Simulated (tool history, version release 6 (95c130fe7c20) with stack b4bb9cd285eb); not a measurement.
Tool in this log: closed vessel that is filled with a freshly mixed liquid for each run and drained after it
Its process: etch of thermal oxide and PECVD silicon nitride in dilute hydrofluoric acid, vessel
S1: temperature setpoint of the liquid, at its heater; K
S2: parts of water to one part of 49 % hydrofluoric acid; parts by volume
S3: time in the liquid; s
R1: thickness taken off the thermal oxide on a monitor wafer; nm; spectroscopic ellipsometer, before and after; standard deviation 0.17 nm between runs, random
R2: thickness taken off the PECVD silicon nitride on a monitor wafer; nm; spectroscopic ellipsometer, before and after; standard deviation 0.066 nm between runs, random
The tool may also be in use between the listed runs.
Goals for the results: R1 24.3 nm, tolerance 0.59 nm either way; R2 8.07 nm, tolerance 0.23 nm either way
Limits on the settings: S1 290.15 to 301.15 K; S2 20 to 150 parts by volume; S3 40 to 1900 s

| run | hour | S1 | S2 | S3 | R1 | R2 |
|---|---|---|---|---|---|---|
| 1 | 0 | 293.15 | 85 | 970 | 45.719 | 15.232 |
| 2 | 5.2 | 293.15 | 85 | 1280 | 59.537 | 19.881 |
| 3 | 6.6 | 292.15 | 100 | 1275 | 47.779 | 15.783 |
| 4 | 11.7 | 295.65 | 100 | 1275 | 55.295 | 20.278 |
| 5 | 19 | 294.15 | 115 | 1275 | 44.276 | 16.091 |
| 6 | 25.9 | 291.65 | 115 | 1275 | 40.522 | 13.645 |
| 7 | 30.9 | 291.15 | 125 | 1235 | 35.081 | 11.711 |
| 8 | 39.2 | 290.65 | 130 | 1205 | 31.604 | 10.472 |
| 9 | 42.9 | 290.65 | 135 | 1190 | 29.927 | 10.042 |

Which one of the following 4 next-run settings gets every result inside its allowed miss? There is exactly one.
| A | 46.6 | 290.15 | 135 | 1040 | ? | ? |
| B | 46.6 | 290.65 | 150 | 1135 | ? | ? |
| C | 46.6 | 292.65 | 150 | 955 | ? | ? |
| D | 46.6 | 290.65 | 130 | 925 | ? | ? |

| move | R1 | R2 |
|---|---|---|
| A | 25.674 | 8.4843 |
| B | 25.363 | 8.656 |
| C | 23.136 | 8.3389 |
| D | 24.329 | 8.1004 |
A: closer than the last run, but not yet in spec
B: closer than the last run, but not yet in spec
C: takes the biggest miss from the last run beyond its target
D: all results in spec
D is the move that brings every result within its allowed miss.
